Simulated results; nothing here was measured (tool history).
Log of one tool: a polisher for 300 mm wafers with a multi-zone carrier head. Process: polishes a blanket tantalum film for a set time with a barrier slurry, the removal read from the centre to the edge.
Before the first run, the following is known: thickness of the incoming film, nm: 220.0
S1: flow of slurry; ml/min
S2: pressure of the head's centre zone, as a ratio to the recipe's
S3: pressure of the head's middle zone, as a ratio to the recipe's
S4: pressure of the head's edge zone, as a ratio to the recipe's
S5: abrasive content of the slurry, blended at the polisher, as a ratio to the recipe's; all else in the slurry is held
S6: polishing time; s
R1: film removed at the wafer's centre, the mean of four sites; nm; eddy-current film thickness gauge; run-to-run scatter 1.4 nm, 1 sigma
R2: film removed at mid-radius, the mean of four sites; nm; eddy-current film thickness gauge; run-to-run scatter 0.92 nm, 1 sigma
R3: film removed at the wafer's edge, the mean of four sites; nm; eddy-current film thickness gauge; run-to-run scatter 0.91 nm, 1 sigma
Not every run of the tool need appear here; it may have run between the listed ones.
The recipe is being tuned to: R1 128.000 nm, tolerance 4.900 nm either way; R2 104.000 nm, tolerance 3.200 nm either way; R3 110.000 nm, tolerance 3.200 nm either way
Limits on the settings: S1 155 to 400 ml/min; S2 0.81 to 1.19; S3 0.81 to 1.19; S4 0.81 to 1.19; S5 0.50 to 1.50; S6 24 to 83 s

| run | hour | S1 | S2 | S3 | S4 | S5 | S6 | R1 | R2 | R3 |
|---|---|---|---|---|---|---|---|---|---|---|
| 1 | 0.0 | 255 | 1.00 | 1.00 | 1.00 | 1.00 | 53 | 79.856 | 81.405 | 79.156 |
| 2 | 9.0 | 255 | 0.96 | 1.00 | 1.00 | 1.00 | 53 | 78.059 | 82.806 | 80.917 |
| 3 | 10.1 | 255 | 0.96 | 1.00 | 1.00 | 0.90 | 53 | 73.228 | 77.758 | 76.679 |
| 4 | 13.7 | 255 | 0.96 | 1.00 | 1.00 | 1.10 | 53 | 80.515 | 85.900 | 80.883 |
| 5 | 19.6 | 255 | 0.98 | 0.99 | 1.02 | 1.15 | 54 | 85.021 | 87.721 | 83.933 |
| 6 | 21.8 | 255 | 0.99 | 0.98 | 1.03 | 1.20 | 55 | 87.565 | 88.161 | 88.405 |
| 7 | 24.0 | 325 | 1.09 | 1.01 | 1.02 | 1.45 | 60 | 115.050 | 107.440 | 103.700 |
| 8 | 32.1 | 325 | 1.10 | 1.01 | 1.03 | 1.45 | 60 | 115.260 | 106.430 | 103.540 |
| 9 | 35.4 | 325 | 1.10 | 1.01 | 1.03 | 1.45 | 60 | 114.270 | 108.990 | 103.860 |

Pick the move, out of 4, that brings all results within their allowed miss; only one does.
| A | 38.7 | 250 | 1.01 | 1.02 | 1.16 | 1.25 | 64 | ? | ? | ? |
| B | 38.7 | 345 | 1.10 | 0.85 | 0.92 | 1.50 | 66 | ? | ? | ? |
| C | 38.7 | 345 | 1.14 | 1.06 | 0.97 | 1.50 | 59 | ? | ? | ? |
| D | 38.7 | 210 | 1.19 | 0.93 | 0.94 | 1.50 | 65 | ? | ? | ? |

| move | R1 | R2 | R3 |
|---|---|---|---|
| A | 105.970 | 108.180 | 112.380 |
| B | 129.150 | 103.680 | 111.340 |
| C | 119.860 | 111.470 | 101.750 |
| D | 129.930 | 104.300 | 106.320 |
A: the biggest miss grows against the last run
B: meets every target
C: nearer the targets than the last run, but a result is still out of spec
D: the worst result of the last run now meets its target, but another is out of spec
Correct choice: B, which meets every target

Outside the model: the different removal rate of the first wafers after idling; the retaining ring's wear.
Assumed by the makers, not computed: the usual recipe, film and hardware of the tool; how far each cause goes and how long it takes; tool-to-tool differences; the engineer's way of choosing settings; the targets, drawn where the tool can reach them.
